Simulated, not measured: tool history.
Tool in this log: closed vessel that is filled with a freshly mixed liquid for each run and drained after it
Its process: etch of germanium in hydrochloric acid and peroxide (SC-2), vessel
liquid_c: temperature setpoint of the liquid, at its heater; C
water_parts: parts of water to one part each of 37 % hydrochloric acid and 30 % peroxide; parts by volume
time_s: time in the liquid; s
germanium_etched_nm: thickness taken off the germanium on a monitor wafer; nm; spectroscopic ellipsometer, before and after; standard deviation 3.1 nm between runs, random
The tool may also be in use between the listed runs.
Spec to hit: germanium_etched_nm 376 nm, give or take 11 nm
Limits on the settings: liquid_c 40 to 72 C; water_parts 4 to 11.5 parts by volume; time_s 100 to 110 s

{"run": 1, "hour": 0.0, "liquid_c": 56, "water_parts": 6.5, "time_s": 100, "germanium_etched_nm": 561.39}
{"run": 2, "hour": 5.1, "liquid_c": 56, "water_parts": 8, "time_s": 100, "germanium_etched_nm": 555.1}
{"run": 3, "hour": 12.8, "liquid_c": 52, "water_parts": 8, "time_s": 100, "germanium_etched_nm": 488.19}
{"run": 4, "hour": 19.6, "liquid_c": 52, "water_parts": 8, "time_s": 110, "germanium_etched_nm": 540.42}
{"run": 5, "hour": 23.3, "liquid_c": 47, "water_parts": 8, "time_s": 110, "germanium_etched_nm": 459.21}
{"run": 6, "hour": 26.5, "liquid_c": 52, "water_parts": 8, "time_s": 110, "germanium_etched_nm": 542.97}
{"run": 7, "hour": 35.2, "liquid_c": 48.5, "water_parts": 8, "time_s": 110, "germanium_etched_nm": 482.46}
{"run": 8, "hour": 36.5, "liquid_c": 46.5, "water_parts": 8, "time_s": 110, "germanium_etched_nm": 447.59}
{"run": 9, "hour": 45.0, "liquid_c": 45, "water_parts": 8, "time_s": 110, "germanium_etched_nm": 429.01}
{"run": 10, "hour": 47.4, "liquid_c": 44, "water_parts": 8, "time_s": 110, "germanium_etched_nm": 417.68}
{"run": 11, "hour": 54.9, "liquid_c": 43, "water_parts": 8, "time_s": 110, "germanium_etched_nm": 405.39}
{"run": 12, "hour": 62.9, "liquid_c": 42.5, "water_parts": 8, "time_s": 110, "germanium_etched_nm": 396.22}

Of the 5 settings listed for the next run, only one would bring every result within its allowed miss of target. Which one?
{"run": "A", "hour": 70.9, "liquid_c": 44.5, "water_parts": 9, "time_s": 110, "germanium_etched_nm": "?"}
{"run": "B", "hour": 70.9, "liquid_c": 43.5, "water_parts": 8.5, "time_s": 110, "germanium_etched_nm": "?"}
{"run": "C", "hour": 70.9, "liquid_c": 41, "water_parts": 8.5, "time_s": 105, "germanium_etched_nm": "?"}
{"run": "D", "hour": 70.9, "liquid_c": 40.5, "water_parts": 4.5, "time_s": 105, "germanium_etched_nm": "?"}
{"run": "E", "hour": 70.9, "liquid_c": 42, "water_parts": 7.5, "time_s": 105, "germanium_etched_nm": "?"}

move=A germanium_etched_nm=420.93
move=B germanium_etched_nm=408.93
move=C germanium_etched_nm=359.08
move=D germanium_etched_nm=360.88
move=E germanium_etched_nm=374.08
A: its largest miss is bigger than the last run's
B: its largest miss is bigger than the last run's
C: carries the result that was furthest off beyond its target, to the other side
D: carries the result that was furthest off beyond its target, to the other side
E: in spec on every target
The move that meets every target is E.

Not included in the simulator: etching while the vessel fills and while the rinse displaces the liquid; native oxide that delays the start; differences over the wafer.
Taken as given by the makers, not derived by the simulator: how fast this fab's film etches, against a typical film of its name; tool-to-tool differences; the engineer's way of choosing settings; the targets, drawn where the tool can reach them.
